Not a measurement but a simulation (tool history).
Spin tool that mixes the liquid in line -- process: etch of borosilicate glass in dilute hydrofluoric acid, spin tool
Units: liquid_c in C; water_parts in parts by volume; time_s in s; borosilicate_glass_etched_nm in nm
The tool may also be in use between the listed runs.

| run | hour | liquid_c | water_parts | time_s | borosilicate_glass_etched_nm |
|---|---|---|---|---|---|
| 1 | 0 | 23 | 255 | 300 | 22.525 |
| 2 | 1 | 24 | 250 | 300 | 23.491 |
| 3 | 3.4 | 24 | 250 | 320 | 25.201 |
| 4 | 11.5 | 24.5 | 245 | 320 | 26.476 |
| 5 | 12.9 | 24.5 | 245 | 320 | 26.454 |
| 6 | 14.1 | 24.5 | 245 | 320 | 26.21 |
| 7 | 17.6 | 25 | 240 | 320 | 27.224 |
| 8 | 20.3 | 25.5 | 235 | 320 | 28.61 |
| 9 | 23 | 26 | 235 | 320 | 29.268 |
| 10 | 26.8 | 26 | 235 | 320 | 29.245 |

Estimate the outcome of run 11 from the log above:
| 11 | 30.3 | 26 | 235 | 320 | ? |

borosilicate_glass_etched_nm: 29.096 nm
